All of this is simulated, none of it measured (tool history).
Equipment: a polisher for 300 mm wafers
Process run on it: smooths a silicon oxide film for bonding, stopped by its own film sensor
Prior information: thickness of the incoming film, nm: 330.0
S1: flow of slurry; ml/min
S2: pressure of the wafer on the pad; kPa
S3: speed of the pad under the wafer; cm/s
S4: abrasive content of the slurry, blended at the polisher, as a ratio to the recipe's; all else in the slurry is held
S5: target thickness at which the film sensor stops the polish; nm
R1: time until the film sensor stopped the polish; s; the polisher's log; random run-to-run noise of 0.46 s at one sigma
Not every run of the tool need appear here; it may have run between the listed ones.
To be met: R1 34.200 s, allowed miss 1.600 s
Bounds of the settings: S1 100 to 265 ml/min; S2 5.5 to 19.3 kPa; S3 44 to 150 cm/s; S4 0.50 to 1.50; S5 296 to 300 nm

Run 1, hour 0.0: S1 170 ml/min, S2 12.4 kPa, S3 96 cm/s, S4 1.00, S5 296 nm. Result: R1 46.866 s.
Run 2, hour 7.4: S1 170 ml/min, S2 12.4 kPa, S3 96 cm/s, S4 1.00, S5 300 nm. Result: R1 41.677 s.
Run 3, hour 14.7: S1 170 ml/min, S2 13.1 kPa, S3 96 cm/s, S4 1.00, S5 300 nm. Result: R1 38.333 s.
Run 4, hour 16.5: S1 150 ml/min, S2 13.1 kPa, S3 96 cm/s, S4 1.00, S5 300 nm. Result: R1 39.502 s.
Run 5, hour 20.8: S1 130 ml/min, S2 13.1 kPa, S3 96 cm/s, S4 1.00, S5 300 nm. Result: R1 40.638 s.
Run 6, hour 27.5: S1 105 ml/min, S2 13.1 kPa, S3 96 cm/s, S4 1.00, S5 300 nm. Result: R1 42.520 s.
Run 7, hour 34.4: S1 115 ml/min, S2 13.8 kPa, S3 96 cm/s, S4 1.00, S5 300 nm. Result: R1 40.734 s.
Run 8, hour 42.9: S1 125 ml/min, S2 14.5 kPa, S3 96 cm/s, S4 1.00, S5 300 nm. Result: R1 37.566 s.
Run 9, hour 47.2: S1 125 ml/min, S2 14.5 kPa, S3 96 cm/s, S4 1.00, S5 300 nm. Result: R1 38.238 s.

Which one of the following 5 next-run settings gets every result inside its allowed miss? There is exactly one.
Run A, hour 51.5: S1 100 ml/min, S2 15.2 kPa, S3 96 cm/s, S4 1.05, S5 299 nm. Result: R1 ?.
Run B, hour 51.5: S1 125 ml/min, S2 15.2 kPa, S3 96 cm/s, S4 0.95, S5 299 nm. Result: R1 ?.
Run C, hour 51.5: S1 170 ml/min, S2 17.2 kPa, S3 92 cm/s, S4 1.15, S5 298 nm. Result: R1 ?.
Run D, hour 51.5: S1 105 ml/min, S2 14.5 kPa, S3 88 cm/s, S4 1.25, S5 300 nm. Result: R1 ?.
Run E, hour 51.5: S1 130 ml/min, S2 13.1 kPa, S3 114 cm/s, S4 1.50, S5 296 nm. Result: R1 ?.

move      R1
   A  39.443
   B  39.061
   C  31.488
   D  38.925
   E  34.747
A: its largest miss is bigger than the last run's
B: its largest miss is bigger than the last run's
C: pushes the last run's worst result past its target
D: its largest miss is bigger than the last run's
E: all results in spec
Answer: E
